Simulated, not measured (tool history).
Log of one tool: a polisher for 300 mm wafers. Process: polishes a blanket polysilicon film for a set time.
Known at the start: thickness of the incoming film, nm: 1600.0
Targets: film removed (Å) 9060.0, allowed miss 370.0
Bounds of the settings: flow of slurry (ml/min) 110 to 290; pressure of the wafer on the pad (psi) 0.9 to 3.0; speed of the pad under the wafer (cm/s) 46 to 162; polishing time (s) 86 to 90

run  hour  flow of slurry (ml/min)  pressure of the wafer on the pad (psi)  speed of the pad under the wafer (cm/s)  polishing time (s)  film removed (Å)
  1   0.0                      185                                     1.9                                      104                  86            5009.0
  2   5.5                      185                                     1.9                                       80                  86            3870.0
  3  10.7                      185                                     1.6                                       80                  86            3262.5
  4  15.7                      185                                     2.0                                       86                  86            4292.2
     22.2  -- slurry nozzle cleaned
  5  22.2                      185                                     2.0                                       86                  86            4515.2
  6  23.2                      185                                     2.0                                       86                  86            4537.8
  7  24.5                      185                                     2.3                                       86                  86            5281.0
  8  29.9                      185                                     2.3                                       86                  86            5278.2
  9  38.9                      185                                     2.5                                       88                  86            5847.4
 10  42.1                      185                                     2.6                                       92                  86            6255.3
 11  50.6                      185                                     2.6                                       92                  86            6363.1
 12  52.8                      185                                     2.7                                       96                  86            6859.9

4 next moves are on the table. One of them brings every result within its allowed miss. Which?
  A  55.0                      200                                     3.0                                      108                  90                 ?
  B  55.0                      170                                     3.0                                      122                  90                 ?
  C  55.0                      175                                     2.9                                      130                  90                 ?
  D  55.0                      195                                     3.0                                      128                  89                 ?

move  film removed (Å)
   A            9010.8
   B            9893.9
   C           10231.0
   D           10475.0
A: meets every target
B: takes the result that was furthest off past its target
C: takes the result that was furthest off past its target
D: takes the result that was furthest off past its target
The right move is A.
